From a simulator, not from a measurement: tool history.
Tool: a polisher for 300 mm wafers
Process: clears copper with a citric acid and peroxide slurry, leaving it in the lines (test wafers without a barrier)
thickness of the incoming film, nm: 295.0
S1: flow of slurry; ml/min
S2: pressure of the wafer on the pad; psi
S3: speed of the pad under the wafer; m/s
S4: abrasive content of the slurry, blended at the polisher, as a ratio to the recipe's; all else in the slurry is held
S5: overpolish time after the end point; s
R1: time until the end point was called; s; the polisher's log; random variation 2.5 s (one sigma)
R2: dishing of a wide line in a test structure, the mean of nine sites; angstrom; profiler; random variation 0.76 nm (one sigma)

Run 1, hour 0.0: S1 130 ml/min, S2 3.2 psi, S3 1.30 m/s, S4 1.0, S5 30 s. Result: R1 104.04 s, R2 494.59 angstrom.
Run 2, hour 5.8: S1 100 ml/min, S2 3.2 psi, S3 1.30 m/s, S4 1.0, S5 30 s. Result: R1 111.98 s, R2 487.34 angstrom.
Run 3, hour 10.9: S1 100 ml/min, S2 2.9 psi, S3 1.30 m/s, S4 1.0, S5 29 s. Result: R1 123.56 s, R2 406.74 angstrom.
Run 4, hour 13.9: S1 100 ml/min, S2 2.7 psi, S3 1.28 m/s, S4 1.0, S5 30 s. Result: R1 128.40 s, R2 417.87 angstrom.
At hour 18.2: slurry blender recalibrated.
Run 5, hour 18.2: S1 100 ml/min, S2 2.5 psi, S3 1.28 m/s, S4 1.0, S5 30 s. Result: R1 134.52 s, R2 376.20 angstrom.
Run 6, hour 21.7: S1 100 ml/min, S2 2.5 psi, S3 1.60 m/s, S4 1.0, S5 30 s. Result: R1 119.35 s, R2 442.19 angstrom.
Run 7, hour 24.2: S1 100 ml/min, S2 2.3 psi, S3 1.58 m/s, S4 1.0, S5 31 s. Result: R1 126.67 s, R2 431.55 angstrom.

Forecast run 8:
Run 8, hour 28.7: S1 100 ml/min, S2 2.1 psi, S3 1.58 m/s, S4 1.0, S5 31 s. Result: R1 ?, R2 ?.

{"run 8": {"R1": 142.89, "R2": 396.18}}
